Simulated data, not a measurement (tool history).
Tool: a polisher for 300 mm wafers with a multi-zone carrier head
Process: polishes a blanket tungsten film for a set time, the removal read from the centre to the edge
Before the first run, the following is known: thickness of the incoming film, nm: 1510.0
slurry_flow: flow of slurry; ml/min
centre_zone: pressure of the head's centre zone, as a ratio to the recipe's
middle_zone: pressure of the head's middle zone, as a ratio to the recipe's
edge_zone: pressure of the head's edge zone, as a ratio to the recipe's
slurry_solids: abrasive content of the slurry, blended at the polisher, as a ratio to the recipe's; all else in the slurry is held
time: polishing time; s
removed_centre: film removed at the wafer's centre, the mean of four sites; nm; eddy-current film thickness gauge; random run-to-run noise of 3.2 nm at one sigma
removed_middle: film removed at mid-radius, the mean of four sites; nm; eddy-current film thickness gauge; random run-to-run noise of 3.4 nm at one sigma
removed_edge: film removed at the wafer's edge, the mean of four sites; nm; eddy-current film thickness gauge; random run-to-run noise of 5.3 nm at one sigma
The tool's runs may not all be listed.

run,hour,slurry_flow,centre_zone,middle_zone,edge_zone,slurry_solids,time,removed_centre,removed_middle,removed_edge
1,0,235,1,1,1,1,47,327.29,348.5,347.79
2,2,235,1,1,1.08,1,47,330.05,344.21,357.45
3,7.2,235,1,1,1.08,0.85,47,312.83,326.43,345.97
4,12.1,240,1,1.02,1.1,0.95,48,331.07,357.94,358.97
5,15.2,235,0.99,1.02,1.11,1.05,49,337.93,373.69,385.32
6,17.4,235,0.99,1.02,1.11,1.05,41,287.12,309.06,323.02
7,25.3,230,1,1.03,1.12,1.15,43,304.08,335.26,331.84
8,30.8,250,1,1.03,1.13,1.2,44,322.64,347.75,357.44
9,31.9,265,1,1.05,1.14,1.25,45,333.59,370.51,371.65
10,39.2,280,1.01,1.06,1.15,1.3,45,339.99,378.39,376.01
11,45.7,280,1.01,1.06,1.15,1.3,45,341.92,370.82,379.49
12,52.3,280,1.01,1.06,1.15,1.3,45,344.8,376.32,374.14
13,57.5,285,1.01,1.07,1.16,1.35,46,358.92,389.31,393.89
14,65.2,290,1.01,1.09,1.17,1.4,46,358.01,410.81,399.99

For run 15, what comes out?
15,72.7,290,1.01,1.09,1.17,1.4,46,?,?,?

removed_centre: 356.48 nm
removed_middle: 403.79 nm
removed_edge: 402.32 nm
